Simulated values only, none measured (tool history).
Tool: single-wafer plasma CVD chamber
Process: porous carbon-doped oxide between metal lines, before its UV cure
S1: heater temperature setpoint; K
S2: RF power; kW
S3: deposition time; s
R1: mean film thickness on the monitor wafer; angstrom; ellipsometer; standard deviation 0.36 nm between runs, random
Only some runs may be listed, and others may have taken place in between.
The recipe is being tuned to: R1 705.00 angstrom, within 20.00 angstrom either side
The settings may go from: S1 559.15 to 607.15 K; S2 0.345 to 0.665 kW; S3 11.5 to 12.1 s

| run | hour | S1 | S2 | S3 | R1 |
|---|---|---|---|---|---|
| 1 | 0.0 | 583.15 | 0.505 | 12.1 | 575.16 |
| 2 | 1.3 | 577.15 | 0.535 | 12.1 | 618.94 |
| 3 | 4.7 | 573.15 | 0.535 | 12.1 | 638.75 |
| 4 | 7.8 | 573.15 | 0.500 | 12.1 | 601.09 |
| 5 | 16.2 | 570.15 | 0.525 | 12.1 | 627.47 |
| 6 | 23.5 | 570.15 | 0.525 | 11.5 | 607.73 |
| 7 | 25.3 | 570.15 | 0.525 | 11.5 | 604.89 |
| 8 | 28.9 | 570.15 | 0.525 | 11.5 | 596.60 |

Which single option among these 5 for the next run brings every result within its allowed miss of target? Just one does.
| A | 32.5 | 569.15 | 0.530 | 12.1 | ? |
| B | 32.5 | 563.15 | 0.525 | 11.8 | ? |
| C | 32.5 | 560.15 | 0.615 | 12.1 | ? |
| D | 32.5 | 561.15 | 0.505 | 12.1 | ? |
| E | 32.5 | 579.15 | 0.665 | 12.1 | ? |

| move | R1 |
|---|---|
| A | 638.78 |
| B | 641.37 |
| C | 735.93 |
| D | 649.28 |
| E | 693.54 |
A: moves toward the targets from the last run without getting all of them in spec
B: moves toward the targets from the last run without getting all of them in spec
C: takes the result that was furthest off past its target
D: moves toward the targets from the last run without getting all of them in spec
E: all results land within tolerance of their targets
E is the move that brings every result within its allowed miss.
